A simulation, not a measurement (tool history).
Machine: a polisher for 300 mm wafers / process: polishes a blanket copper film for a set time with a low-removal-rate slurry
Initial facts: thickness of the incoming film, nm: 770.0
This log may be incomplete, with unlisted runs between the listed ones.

| run | hour | flow of slurry (ml/min) | pressure of the wafer on the pad (kPa) | speed of the pad under the wafer (m/s) | abrasive content of the slurry | polishing time (s) | film removed (nm) |
|---|---|---|---|---|---|---|---|
| 1 | 0 | 225 | 11.7 | 1.26 | 1 | 29 | 50.503 |
| 2 | 0.6 | 230 | 13.1 | 1.26 | 1 | 29 | 54.849 |
| 3 | 2.1 | 230 | 10.3 | 1.26 | 1 | 29 | 45.359 |
| 4 | 9.3 | 230 | 12.4 | 1.28 | 1 | 29 | 53.923 |
| 5 | 17.2 | 235 | 13.8 | 1.3 | 1 | 29 | 60.248 |
| 6 | 21.2 | 235 | 13.8 | 1.3 | 0.8 | 29 | 57.716 |
| 7 | 23.3 | 235 | 15.2 | 1.32 | 0.8 | 29 | 63.713 |
| 8 | 26.2 | 240 | 15.9 | 1.36 | 0.8 | 29 | 67.984 |

Run 9 is up next; what results do you expect?
| 9 | 28.5 | 240 | 16.5 | 1.4 | 0.8 | 29 | ? |

film removed (nm): 71.536
